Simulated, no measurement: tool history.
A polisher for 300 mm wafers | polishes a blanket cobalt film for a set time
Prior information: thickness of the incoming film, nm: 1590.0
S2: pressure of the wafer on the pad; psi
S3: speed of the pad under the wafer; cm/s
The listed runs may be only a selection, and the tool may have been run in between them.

Run 1, hour 0.0: flow of slurry (ml/min) 185, S2 1.7 psi, S3 84 cm/s, polishing time (s) 29. Result: film removed (Å) 1074.40.
Run 2, hour 4.2: flow of slurry (ml/min) 185, S2 1.5 psi, S3 82 cm/s, polishing time (s) 29. Result: film removed (Å) 919.16.
Run 3, hour 9.0: flow of slurry (ml/min) 185, S2 1.4 psi, S3 80 cm/s, polishing time (s) 29. Result: film removed (Å) 845.85.
Run 4, hour 11.3: flow of slurry (ml/min) 185, S2 1.4 psi, S3 80 cm/s, polishing time (s) 29. Result: film removed (Å) 834.54.
Run 5, hour 16.2: flow of slurry (ml/min) 185, S2 1.4 psi, S3 80 cm/s, polishing time (s) 29. Result: film removed (Å) 852.21.
Run 6, hour 17.5: flow of slurry (ml/min) 185, S2 1.4 psi, S3 88 cm/s, polishing time (s) 29. Result: film removed (Å) 930.68.
Run 7, hour 25.8: flow of slurry (ml/min) 185, S2 1.3 psi, S3 86 cm/s, polishing time (s) 29. Result: film removed (Å) 860.28.
Run 8, hour 29.1: flow of slurry (ml/min) 185, S2 1.2 psi, S3 84 cm/s, polishing time (s) 29. Result: film removed (Å) 795.12.
At hour 34.8: worn pad replaced by a new one.
Run 9, hour 34.8: flow of slurry (ml/min) 185, S2 1.2 psi, S3 84 cm/s, polishing time (s) 29. Result: film removed (Å) 855.34.
Run 10, hour 36.2: flow of slurry (ml/min) 185, S2 1.1 psi, S3 80 cm/s, polishing time (s) 29. Result: film removed (Å) 752.15.
Run 11, hour 42.7: flow of slurry (ml/min) 185, S2 1.0 psi, S3 76 cm/s, polishing time (s) 29. Result: film removed (Å) 660.06.
Run 12, hour 46.9: flow of slurry (ml/min) 185, S2 1.0 psi, S3 74 cm/s, polishing time (s) 29. Result: film removed (Å) 647.50.
Run 13, hour 51.4: flow of slurry (ml/min) 185, S2 1.0 psi, S3 74 cm/s, polishing time (s) 29. Result: film removed (Å) 654.13.
Run 14, hour 54.9: flow of slurry (ml/min) 185, S2 1.0 psi, S3 72 cm/s, polishing time (s) 29. Result: film removed (Å) 646.64.

Predict the results of run 15:
Run 15, hour 56.4: flow of slurry (ml/min) 185, S2 1.0 psi, S3 70 cm/s, polishing time (s) 29. Result: film removed (Å) ?.

Run 15 came out at film removed (Å) 618.53.

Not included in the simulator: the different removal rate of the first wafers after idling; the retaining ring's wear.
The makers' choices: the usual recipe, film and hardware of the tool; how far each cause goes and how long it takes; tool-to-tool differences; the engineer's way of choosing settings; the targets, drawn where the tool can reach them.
